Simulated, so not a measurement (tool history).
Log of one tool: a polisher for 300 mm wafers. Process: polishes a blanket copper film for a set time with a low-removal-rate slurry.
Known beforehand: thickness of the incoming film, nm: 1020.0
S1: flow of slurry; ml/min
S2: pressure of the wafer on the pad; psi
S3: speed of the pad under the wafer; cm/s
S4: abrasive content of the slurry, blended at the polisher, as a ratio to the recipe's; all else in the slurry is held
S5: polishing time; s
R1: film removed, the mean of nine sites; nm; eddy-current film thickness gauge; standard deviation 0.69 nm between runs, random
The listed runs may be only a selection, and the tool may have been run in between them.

run 1 hour=0 | S1=235 S2=2.7 S3=82 S4=1 S5=28 | R1=48.224
run 2 hour=6.6 | S1=235 S2=2.7 S3=70 S4=1 S5=28 | R1=42.324
run 3 hour=9.1 | S1=240 S2=3.1 S3=76 S4=1 S5=28 | R1=52.017
run 4 hour=14.3 | S1=245 S2=3.4 S3=82 S4=1 S5=28 | R1=60.979
run 5 hour=16.7 | S1=245 S2=3.4 S3=82 S4=0.8 S5=28 | R1=58.465
run 6 hour=23.7 | S1=245 S2=3 S3=82 S4=0.8 S5=28 | R1=51.961
run 7 hour=29.1 | S1=255 S2=3.3 S3=88 S4=0.8 S5=28 | R1=60.984

Run 8, settings as shown, results not yet in. Your forecast:
run 8 hour=32.1 | S1=255 S2=3.5 S3=92 S4=0.8 S5=28 | R1=?

R1: 66.984 nm
